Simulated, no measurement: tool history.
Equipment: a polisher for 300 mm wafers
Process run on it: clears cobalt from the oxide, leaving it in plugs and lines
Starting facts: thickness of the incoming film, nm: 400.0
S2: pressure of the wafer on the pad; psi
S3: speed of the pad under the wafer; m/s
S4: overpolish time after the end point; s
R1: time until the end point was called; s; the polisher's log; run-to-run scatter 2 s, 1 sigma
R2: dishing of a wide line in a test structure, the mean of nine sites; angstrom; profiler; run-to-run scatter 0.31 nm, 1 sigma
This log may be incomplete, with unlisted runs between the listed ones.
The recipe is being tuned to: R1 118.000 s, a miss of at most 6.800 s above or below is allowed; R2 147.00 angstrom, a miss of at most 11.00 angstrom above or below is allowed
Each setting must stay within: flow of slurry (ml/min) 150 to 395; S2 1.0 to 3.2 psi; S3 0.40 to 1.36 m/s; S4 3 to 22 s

{"run": 1, "day": 0.0, "flow of slurry (ml/min)": 250, "S2": 2.1, "S3": 0.88, "S4": 11, "R1": 99.248, "R2": 195.97}
{"run": 2, "day": 0.129, "flow of slurry (ml/min)": 250, "S2": 1.7, "S3": 0.88, "S4": 11, "R1": 115.01, "R2": 198.18}
{"run": 3, "day": 0.396, "flow of slurry (ml/min)": 250, "S2": 1.7, "S3": 0.78, "S4": 11, "R1": 124.31, "R2": 182.32}
{"run": 4, "day": 0.504, "flow of slurry (ml/min)": 250, "S2": 1.9, "S3": 0.78, "S4": 11, "R1": 116.65, "R2": 190.91}
{"run": 5, "day": 0.8, "flow of slurry (ml/min)": 250, "S2": 1.5, "S3": 0.78, "S4": 11, "R1": 134.06, "R2": 171.74}
{"run": 6, "day": 1.038, "flow of slurry (ml/min)": 250, "S2": 1.6, "S3": 0.78, "S4": 10, "R1": 131.13, "R2": 165.53}
{"run": 7, "day": 1.379, "flow of slurry (ml/min)": 250, "S2": 1.7, "S3": 0.78, "S4": 9, "R1": 123.4, "R2": 167.59}
{"run": 8, "day": 1.429, "flow of slurry (ml/min)": 250, "S2": 1.7, "S3": 0.78, "S4": 9, "R1": 127.65, "R2": 168.34}

Which single option among these 4 for the next run brings every result within its allowed miss of target? Just one does.
{"run": "A", "day": 1.479, "flow of slurry (ml/min)": 235, "S2": 1.9, "S3": 0.74, "S4": 7, "R1": "?", "R2": "?"}
{"run": "B", "day": 1.479, "flow of slurry (ml/min)": 320, "S2": 1.8, "S3": 0.8, "S4": 10, "R1": "?", "R2": "?"}
{"run": "C", "day": 1.479, "flow of slurry (ml/min)": 285, "S2": 1.9, "S3": 0.9, "S4": 9, "R1": "?", "R2": "?"}
{"run": "D", "day": 1.479, "flow of slurry (ml/min)": 260, "S2": 1.9, "S3": 0.86, "S4": 9, "R1": "?", "R2": "?"}

move=A R1=121.320 R2=144.70
move=B R1=116.350 R2=180.81
move=C R1=104.700 R2=180.62
move=D R1=108.940 R2=177.16
A: every result within its allowed miss
B: lands further from the targets than the last run did
C: lands further from the targets than the last run did
D: lands further from the targets than the last run did
Move A is the one to make.

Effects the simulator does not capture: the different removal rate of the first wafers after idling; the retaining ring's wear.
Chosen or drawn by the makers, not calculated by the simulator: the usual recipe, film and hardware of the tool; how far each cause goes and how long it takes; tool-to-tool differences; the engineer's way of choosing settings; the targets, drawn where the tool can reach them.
